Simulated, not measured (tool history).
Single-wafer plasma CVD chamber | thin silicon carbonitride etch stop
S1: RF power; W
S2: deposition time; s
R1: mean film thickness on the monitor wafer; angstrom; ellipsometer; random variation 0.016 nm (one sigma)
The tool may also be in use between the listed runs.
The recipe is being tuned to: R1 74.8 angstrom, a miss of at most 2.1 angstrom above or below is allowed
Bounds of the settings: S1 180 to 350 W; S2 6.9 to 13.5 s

| run | hour | S1 | S2 | R1 |
|---|---|---|---|---|
| 1 | 0 | 265 | 10.2 | 61.39 |
| 2 | 4.3 | 240 | 10.2 | 60.048 |
| 3 | 12.2 | 245 | 10.6 | 62.543 |
| 4 | 13.2 | 250 | 10.9 | 64.577 |
| 5 | 14.2 | 265 | 10.9 | 65.741 |
| 6 | 15.1 | 240 | 10.9 | 63.935 |
| 7 | 19.3 | 240 | 10.9 | 64.092 |
| 8 | 20.5 | 245 | 11.1 | 65.368 |
| 9 | 28 | 250 | 11.3 | 66.908 |

5 candidate next runs follow, results not yet known. Just one meets every target within its allowed miss. Identify it.
| A | 35.5 | 245 | 12.6 | ? |
| B | 35.5 | 275 | 12.8 | ? |
| C | 35.5 | 255 | 11.7 | ? |
| D | 35.5 | 240 | 10 | ? |
| E | 35.5 | 240 | 11.7 | ? |

| move | R1 |
|---|---|
| A | 74.345 |
| B | 77.755 |
| C | 69.729 |
| D | 58.702 |
| E | 68.681 |
A: every result lands within tolerance
B: takes the result that was furthest off past its target
C: moves toward the targets from the last run without getting all of them in spec
D: misses by more than the last run did
E: moves toward the targets from the last run without getting all of them in spec
Correct choice: A, which meets every target
